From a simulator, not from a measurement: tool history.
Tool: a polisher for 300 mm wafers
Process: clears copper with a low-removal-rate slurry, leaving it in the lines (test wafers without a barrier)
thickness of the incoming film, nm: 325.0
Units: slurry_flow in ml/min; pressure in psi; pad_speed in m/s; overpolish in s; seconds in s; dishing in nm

run 1 day=0.000 | slurry_flow=275 pressure=2.0 pad_speed=1.38 slurry_solids=1.00 overpolish=28 | seconds=93.002 dishing=48.668
run 2 day=0.096 | slurry_flow=275 pressure=1.8 pad_speed=1.50 slurry_solids=1.00 overpolish=25 | seconds=93.517 dishing=44.309
run 3 day=0.358 | slurry_flow=275 pressure=1.8 pad_speed=1.50 slurry_solids=0.85 overpolish=25 | seconds=99.651 dishing=42.628
run 4 day=0.667 | slurry_flow=280 pressure=1.6 pad_speed=1.60 slurry_solids=0.85 overpolish=22 | seconds=103.850 dishing=37.099
run 5 day=0.962 | slurry_flow=305 pressure=1.5 pad_speed=1.70 slurry_solids=0.90 overpolish=20 | seconds=104.050 dishing=36.007
run 6 day=1.267 | slurry_flow=305 pressure=1.5 pad_speed=1.70 slurry_solids=1.00 overpolish=20 | seconds=98.338 dishing=36.267
run 7 day=1.304 | slurry_flow=280 pressure=1.4 pad_speed=1.76 slurry_solids=1.10 overpolish=18 | seconds=99.498 dishing=33.982
run 8 day=1.592 | slurry_flow=280 pressure=1.4 pad_speed=1.76 slurry_solids=1.10 overpolish=18 | seconds=98.920 dishing=34.141
run 9 day=1.912 | slurry_flow=260 pressure=1.3 pad_speed=1.82 slurry_solids=1.15 overpolish=16 | seconds=101.240 dishing=30.605
run 10 day=2.221 | slurry_flow=245 pressure=1.3 pad_speed=1.88 slurry_solids=1.20 overpolish=15 | seconds=98.892 dishing=29.087
run 11 day=2.575 | slurry_flow=170 pressure=1.2 pad_speed=2.14 slurry_solids=1.45 overpolish=8 | seconds=91.925 dishing=18.952
run 12 day=2.675 | slurry_flow=170 pressure=1.2 pad_speed=2.14 slurry_solids=1.45 overpolish=8 | seconds=89.745 dishing=18.344

Forecast run 13:
run 13 day=2.717 | slurry_flow=175 pressure=1.2 pad_speed=2.14 slurry_solids=1.45 overpolish=8 | seconds=? dishing=?

{"run 13": {"seconds": 89.367, "dishing": 18.582}}
